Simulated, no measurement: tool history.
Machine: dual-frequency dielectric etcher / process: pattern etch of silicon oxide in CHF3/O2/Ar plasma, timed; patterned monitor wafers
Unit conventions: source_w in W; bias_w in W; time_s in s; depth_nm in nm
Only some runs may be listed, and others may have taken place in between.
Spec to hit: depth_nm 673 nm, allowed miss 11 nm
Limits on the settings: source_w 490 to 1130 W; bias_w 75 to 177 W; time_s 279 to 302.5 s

| run | hour | source_w | bias_w | time_s | depth_nm |
|---|---|---|---|---|---|
| 1 | 0 | 810 | 126 | 302.5 | 597.3 |
| 2 | 7.4 | 690 | 126 | 302.5 | 558.89 |
| 3 | 14 | 790 | 128 | 302.5 | 592.82 |
| 4 | 21.5 | 860 | 130 | 302.5 | 619.47 |
|  | 23.9 | bias power generator calibrated |
| 5 | 23.9 | 900 | 131 | 302.5 | 618.44 |
| 6 | 28.1 | 900 | 131 | 279 | 572.46 |
| 7 | 33.5 | 960 | 144 | 281.5 | 615.85 |
| 8 | 35.8 | 1000 | 149 | 282.5 | 632.51 |
| 9 | 44.1 | 1030 | 152 | 283 | 650.87 |

Which one of the following 5 next-run settings gets every result inside its allowed miss? There is exactly one.
| A | 52.4 | 1130 | 150 | 292.5 | ? |
| B | 52.4 | 960 | 177 | 298.5 | ? |
| C | 52.4 | 1030 | 176 | 287.5 | ? |
| D | 52.4 | 1100 | 174 | 282.5 | ? |
| E | 52.4 | 970 | 163 | 293 | ? |

| move | depth_nm |
|---|---|
| A | 694.49 |
| B | 701.78 |
| C | 694.07 |
| D | 697.62 |
| E | 672.35 |
A: carries the result that was furthest off beyond its target, to the other side
B: carries the result that was furthest off beyond its target, to the other side
C: carries the result that was furthest off beyond its target, to the other side
D: carries the result that was furthest off beyond its target, to the other side
E: every result within its allowed miss
Go with E: it meets all targets.

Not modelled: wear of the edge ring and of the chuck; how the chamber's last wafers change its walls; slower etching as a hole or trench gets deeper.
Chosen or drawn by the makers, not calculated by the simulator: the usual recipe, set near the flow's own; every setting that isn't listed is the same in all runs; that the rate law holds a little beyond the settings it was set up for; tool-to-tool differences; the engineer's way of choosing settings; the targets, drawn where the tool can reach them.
